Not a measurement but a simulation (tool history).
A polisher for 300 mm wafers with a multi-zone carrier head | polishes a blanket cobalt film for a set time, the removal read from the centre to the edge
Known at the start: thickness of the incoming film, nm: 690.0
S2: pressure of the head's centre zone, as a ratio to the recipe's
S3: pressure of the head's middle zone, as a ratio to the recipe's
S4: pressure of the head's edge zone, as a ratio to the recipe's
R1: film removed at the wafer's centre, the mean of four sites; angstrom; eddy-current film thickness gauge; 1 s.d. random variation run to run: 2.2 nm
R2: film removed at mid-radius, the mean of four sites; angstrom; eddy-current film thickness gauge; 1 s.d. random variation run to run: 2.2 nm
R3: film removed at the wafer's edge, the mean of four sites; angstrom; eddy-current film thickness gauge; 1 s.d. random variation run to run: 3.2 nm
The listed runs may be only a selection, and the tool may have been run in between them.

run 1 hour=0 | flow_of_slurry_(ml/min)=250 S2=1 S3=1 S4=1 polishing_time_(s)=38 | R1=2088.7 R2=2064.5 R3=2048.3
run 2 hour=3.8 | flow_of_slurry_(ml/min)=250 S2=0.91 S3=1 S4=1 polishing_time_(s)=38 | R1=1867.2 R2=2030.2 R3=2100.7
run 3 hour=5.5 | flow_of_slurry_(ml/min)=310 S2=0.91 S3=1 S4=1 polishing_time_(s)=38 | R1=1899.8 R2=2109.1 R3=2149.7
run 4 hour=7 | flow_of_slurry_(ml/min)=310 S2=0.91 S3=1 S4=1.04 polishing_time_(s)=38 | R1=1935.9 R2=2102.6 R3=2103.8
run 5 hour=9.9 | flow_of_slurry_(ml/min)=315 S2=0.9 S3=1.03 S4=1.03 polishing_time_(s)=39 | R1=1966.9 R2=2181 R3=2152.7
run 6 hour=13.9 | flow_of_slurry_(ml/min)=315 S2=0.96 S3=1.03 S4=1.03 polishing_time_(s)=39 | R1=2051.3 R2=2157 R3=2129.2
run 7 hour=19.6 | flow_of_slurry_(ml/min)=320 S2=0.94 S3=1.07 S4=1.02 polishing_time_(s)=40 | R1=2103.5 R2=2315.8 R3=2213.9
run 8 hour=27.3 | flow_of_slurry_(ml/min)=325 S2=0.92 S3=1.1 S4=1.01 polishing_time_(s)=40 | R1=2048 R2=2354.6 R3=2208
run 9 hour=28.1 | flow_of_slurry_(ml/min)=325 S2=0.92 S3=1.1 S4=1.01 polishing_time_(s)=40 | R1=2067.2 R2=2362.2 R3=2205.3

The next listed run, before its measurement:
run 10 hour=31.2 | flow_of_slurry_(ml/min)=330 S2=0.9 S3=1.12 S4=1.01 polishing_time_(s)=40 | R1=? R2=? R3=?

Run 10 produced R1 2062.8 angstrom, R2 2446.7 angstrom, R3 2241.5 angstrom.
